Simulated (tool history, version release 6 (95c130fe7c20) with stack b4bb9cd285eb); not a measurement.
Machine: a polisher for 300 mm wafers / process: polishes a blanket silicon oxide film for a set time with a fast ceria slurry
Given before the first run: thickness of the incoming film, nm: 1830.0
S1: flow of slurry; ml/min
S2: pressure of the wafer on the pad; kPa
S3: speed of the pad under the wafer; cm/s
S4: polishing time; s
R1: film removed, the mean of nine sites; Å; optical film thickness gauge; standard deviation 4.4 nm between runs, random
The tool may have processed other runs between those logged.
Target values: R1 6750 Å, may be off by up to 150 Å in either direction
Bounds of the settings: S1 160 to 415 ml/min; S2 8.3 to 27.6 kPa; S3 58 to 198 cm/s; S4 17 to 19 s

| run | day | S1 | S2 | S3 | S4 | R1 |
|---|---|---|---|---|---|---|
| 1 | 0 | 265 | 17.9 | 128 | 19 | 4220.7 |
| 2 | 0.254 | 305 | 17.9 | 128 | 19 | 4330.7 |
| 3 | 0.496 | 240 | 17.9 | 128 | 19 | 4222.6 |
| 4 | 0.654 | 245 | 19.3 | 128 | 19 | 4498.1 |
| 5 | 0.792 | 255 | 20.7 | 128 | 19 | 4865.6 |
| 6 | 1.1 | 255 | 20.7 | 128 | 17 | 4380.6 |
| 7 | 1.321 | 260 | 21.4 | 130 | 17 | 4602.6 |
| 8 | 1.433 | 260 | 22.1 | 132 | 17 | 4801.7 |
| 9 | 1.588 | 260 | 22.8 | 134 | 17 | 5017.9 |
| 10 | 1.888 | 295 | 27.6 | 138 | 17 | 6374.6 |
| 11 | 2.012 | 295 | 27.6 | 140 | 17 | 6395.8 |
| 12 | 2.067 | 295 | 27.6 | 142 | 17 | 6505.7 |

Consider the 4 candidate settings below. Which is the only one whose results all fall within their allowed miss of target?
| A | 2.121 | 275 | 25.5 | 154 | 17 | ? |
| B | 2.121 | 305 | 26.9 | 152 | 17 | ? |
| C | 2.121 | 275 | 26.2 | 140 | 18 | ? |
| D | 2.121 | 320 | 26.9 | 136 | 18 | ? |

| move | R1 |
|---|---|
| A | 6404.6 |
| B | 6727.4 |
| C | 6343.8 |
| D | 6420.6 |
A: lands further from the targets than the last run did
B: hits every target within its allowed miss
C: lands further from the targets than the last run did
D: lands further from the targets than the last run did
B is the move that brings every result within its allowed miss.
